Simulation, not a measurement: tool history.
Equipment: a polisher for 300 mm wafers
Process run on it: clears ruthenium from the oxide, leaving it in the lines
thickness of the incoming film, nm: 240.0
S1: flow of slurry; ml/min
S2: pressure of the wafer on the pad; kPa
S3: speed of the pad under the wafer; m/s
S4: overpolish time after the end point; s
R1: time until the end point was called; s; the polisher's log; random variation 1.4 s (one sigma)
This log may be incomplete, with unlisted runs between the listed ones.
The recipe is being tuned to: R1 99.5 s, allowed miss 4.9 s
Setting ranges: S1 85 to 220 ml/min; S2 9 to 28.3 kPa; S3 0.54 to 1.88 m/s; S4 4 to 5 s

run	hour	S1	S2	S3	S4	R1
1	0	140	18.6	1.2	5	168.49
2	8.5	140	20	1.2	5	158.49
3	16.8	150	20	1.2	5	157.79
4	22	175	20	1.2	5	154.57
5	28.3	175	20	1.2	5	159.01
6	37	175	20	0.94	5	180.6
7	45.7	175	21.4	0.98	5	170.24
8	51.8	175	22.1	1.04	5	150.59
9	59.6	175	22.8	1.04	5	151.78
10	62.1	175	23.4	1.08	5	139.6

Exercise: of the 4 proposed moves below, exactly one satisfies all targets within the stated allowed misses. Which move is it?
A	64.6	175	24.8	1.34	5	?
B	64.6	155	20	0.76	5	?
C	64.6	175	28.3	1.38	5	?
D	64.6	175	26.9	1.24	4	?

move	R1
A	115.8
B	204.74
C	100.08
D	112.85
A: nearer the targets than the last run, but a result is still out of spec
B: misses by more than the last run did
C: all results in spec
D: nearer the targets than the last run, but a result is still out of spec
Move C is the one to make.

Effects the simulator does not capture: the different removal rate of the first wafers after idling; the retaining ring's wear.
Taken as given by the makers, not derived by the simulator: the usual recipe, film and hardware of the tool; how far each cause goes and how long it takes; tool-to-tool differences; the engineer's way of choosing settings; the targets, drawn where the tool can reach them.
